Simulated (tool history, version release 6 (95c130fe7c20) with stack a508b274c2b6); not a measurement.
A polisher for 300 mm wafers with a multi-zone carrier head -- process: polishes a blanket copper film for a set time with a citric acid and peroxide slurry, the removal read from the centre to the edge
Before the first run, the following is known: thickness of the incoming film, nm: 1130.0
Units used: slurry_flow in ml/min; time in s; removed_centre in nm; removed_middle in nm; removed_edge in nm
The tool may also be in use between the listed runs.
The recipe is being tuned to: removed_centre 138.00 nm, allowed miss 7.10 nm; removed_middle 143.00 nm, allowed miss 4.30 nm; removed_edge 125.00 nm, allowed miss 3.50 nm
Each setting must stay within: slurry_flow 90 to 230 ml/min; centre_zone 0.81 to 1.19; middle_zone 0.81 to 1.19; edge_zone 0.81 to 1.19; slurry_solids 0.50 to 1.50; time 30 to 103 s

{"run": 1, "hour": 0.0, "slurry_flow": 150, "centre_zone": 1.0, "middle_zone": 1.0, "edge_zone": 1.0, "slurry_solids": 1.0, "time": 66, "removed_centre": 156.86, "removed_middle": 166.51, "removed_edge": 161.56}
{"run": 2, "hour": 8.0, "slurry_flow": 145, "centre_zone": 1.01, "middle_zone": 1.0, "edge_zone": 0.97, "slurry_solids": 0.9, "time": 65, "removed_centre": 153.91, "removed_middle": 158.92, "removed_edge": 153.45}
{"run": 3, "hour": 14.3, "slurry_flow": 145, "centre_zone": 1.01, "middle_zone": 1.0, "edge_zone": 0.97, "slurry_solids": 0.7, "time": 65, "removed_centre": 146.74, "removed_middle": 153.04, "removed_edge": 147.2}
{"run": 4, "hour": 15.8, "slurry_flow": 145, "centre_zone": 0.94, "middle_zone": 1.0, "edge_zone": 0.97, "slurry_solids": 0.7, "time": 65, "removed_centre": 141.07, "removed_middle": 150.91, "removed_edge": 147.84}
{"run": 5, "hour": 17.8, "slurry_flow": 145, "centre_zone": 0.94, "middle_zone": 1.0, "edge_zone": 0.97, "slurry_solids": 0.6, "time": 65, "removed_centre": 131.58, "removed_middle": 148.27, "removed_edge": 143.11}
{"run": 6, "hour": 21.1, "slurry_flow": 140, "centre_zone": 0.96, "middle_zone": 1.0, "edge_zone": 0.94, "slurry_solids": 0.6, "time": 65, "removed_centre": 136.35, "removed_middle": 146.8, "removed_edge": 140.51}
{"run": 7, "hour": 23.7, "slurry_flow": 135, "centre_zone": 0.97, "middle_zone": 1.01, "edge_zone": 0.92, "slurry_solids": 0.6, "time": 65, "removed_centre": 134.58, "removed_middle": 145.83, "removed_edge": 137.96}
{"run": 8, "hour": 25.0, "slurry_flow": 135, "centre_zone": 0.99, "middle_zone": 1.02, "edge_zone": 0.9, "slurry_solids": 0.6, "time": 65, "removed_centre": 137.97, "removed_middle": 149.31, "removed_edge": 134.67}
{"run": 9, "hour": 33.0, "slurry_flow": 130, "centre_zone": 1.0, "middle_zone": 1.02, "edge_zone": 0.89, "slurry_solids": 0.6, "time": 65, "removed_centre": 139.71, "removed_middle": 146.35, "removed_edge": 135.65}
{"run": 10, "hour": 35.4, "slurry_flow": 130, "centre_zone": 1.0, "middle_zone": 1.03, "edge_zone": 0.88, "slurry_solids": 0.6, "time": 65, "removed_centre": 136.54, "removed_middle": 148.05, "removed_edge": 134.13}
{"run": 11, "hour": 40.7, "slurry_flow": 130, "centre_zone": 1.01, "middle_zone": 1.03, "edge_zone": 0.87, "slurry_solids": 0.6, "time": 65, "removed_centre": 140.26, "removed_middle": 149.92, "removed_edge": 134.44}
{"run": 12, "hour": 41.5, "slurry_flow": 125, "centre_zone": 1.02, "middle_zone": 1.03, "edge_zone": 0.86, "slurry_solids": 0.6, "time": 65, "removed_centre": 136.99, "removed_middle": 147.92, "removed_edge": 131.43}

Next run, 4 choices. One meets every target within its allowed miss, the rest don't. Which?
{"run": "A", "hour": 42.3, "slurry_flow": 115, "centre_zone": 1.06, "middle_zone": 1.16, "edge_zone": 0.82, "slurry_solids": 0.6, "time": 61, "removed_centre": "?", "removed_middle": "?", "removed_edge": "?"}
{"run": "B", "hour": 42.3, "slurry_flow": 170, "centre_zone": 1.07, "middle_zone": 1.09, "edge_zone": 0.91, "slurry_solids": 0.7, "time": 56, "removed_centre": "?", "removed_middle": "?", "removed_edge": "?"}
{"run": "C", "hour": 42.3, "slurry_flow": 150, "centre_zone": 0.99, "middle_zone": 0.92, "edge_zone": 0.91, "slurry_solids": 0.85, "time": 62, "removed_centre": "?", "removed_middle": "?", "removed_edge": "?"}
{"run": "D", "hour": 42.3, "slurry_flow": 115, "centre_zone": 0.97, "middle_zone": 1.03, "edge_zone": 0.92, "slurry_solids": 0.5, "time": 70, "removed_centre": "?", "removed_middle": "?", "removed_edge": "?"}

move=A removed_centre=135.40 removed_middle=146.44 removed_edge=119.68
move=B removed_centre=141.65 removed_middle=143.48 removed_edge=125.63
move=C removed_centre=146.41 removed_middle=143.09 removed_edge=142.15
move=D removed_centre=137.55 removed_middle=149.56 removed_edge=140.35
A: pushes the last run's worst result past its target
B: in spec on every target
C: moves away from the targets compared with the last run
D: moves away from the targets compared with the last run
Correct choice: B, which meets every target
